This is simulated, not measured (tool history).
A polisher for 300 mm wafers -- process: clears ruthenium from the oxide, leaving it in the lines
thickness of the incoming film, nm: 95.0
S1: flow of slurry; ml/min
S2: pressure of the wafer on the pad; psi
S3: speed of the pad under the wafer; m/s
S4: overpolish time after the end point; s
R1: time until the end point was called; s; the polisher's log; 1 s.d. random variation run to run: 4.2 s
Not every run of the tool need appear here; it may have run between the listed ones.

run,hour,S1,S2,S3,S4,R1
1,0,260,1.4,0.92,7,120.68
2,8.9,260,1.4,1.14,7,98.871
3,16,260,1.5,1.14,7,93.223
4,23.7,225,1.5,1.14,7,93.338
5,28.7,225,1.5,0.92,7,110.97
6,36.5,225,1.5,0.92,7,115.4
7,38.7,220,1.1,0.82,7,164.22

Run 8, settings as shown, results not yet in. Your forecast:
8,44.3,220,1,0.82,7,?

{"run 8": {"R1": 190.38}}

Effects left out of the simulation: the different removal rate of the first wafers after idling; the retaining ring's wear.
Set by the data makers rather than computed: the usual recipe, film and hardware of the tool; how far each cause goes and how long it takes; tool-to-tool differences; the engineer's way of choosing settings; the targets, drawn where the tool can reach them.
